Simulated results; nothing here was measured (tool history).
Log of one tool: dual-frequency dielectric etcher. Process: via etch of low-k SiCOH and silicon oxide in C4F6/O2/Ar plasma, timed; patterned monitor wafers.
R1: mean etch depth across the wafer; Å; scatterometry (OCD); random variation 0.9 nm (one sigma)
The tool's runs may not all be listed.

{"run": 1, "day": 0.0, "source power (kW)": 0.39, "bias power (kW)": 0.135, "etch time (s)": 104.0, "R1": 2967.2}
{"run": 2, "day": 0.362, "source power (kW)": 0.39, "bias power (kW)": 0.115, "etch time (s)": 104.0, "R1": 2867.3}
{"run": 3, "day": 0.479, "source power (kW)": 0.39, "bias power (kW)": 0.115, "etch time (s)": 108.5, "R1": 3021.1}
{"run": 4, "day": 0.558, "source power (kW)": 0.39, "bias power (kW)": 0.124, "etch time (s)": 108.5, "R1": 3056.3}
{"run": 5, "day": 0.642, "source power (kW)": 0.39, "bias power (kW)": 0.147, "etch time (s)": 108.5, "R1": 3147.0}
{"run": 6, "day": 0.967, "source power (kW)": 0.39, "bias power (kW)": 0.147, "etch time (s)": 104.0, "R1": 3027.1}

Run 7 comes next. What will it give?
{"run": 7, "day": 1.075, "source power (kW)": 0.41, "bias power (kW)": 0.147, "etch time (s)": 104.0, "R1": "?"}

R1: 3087.3 Å

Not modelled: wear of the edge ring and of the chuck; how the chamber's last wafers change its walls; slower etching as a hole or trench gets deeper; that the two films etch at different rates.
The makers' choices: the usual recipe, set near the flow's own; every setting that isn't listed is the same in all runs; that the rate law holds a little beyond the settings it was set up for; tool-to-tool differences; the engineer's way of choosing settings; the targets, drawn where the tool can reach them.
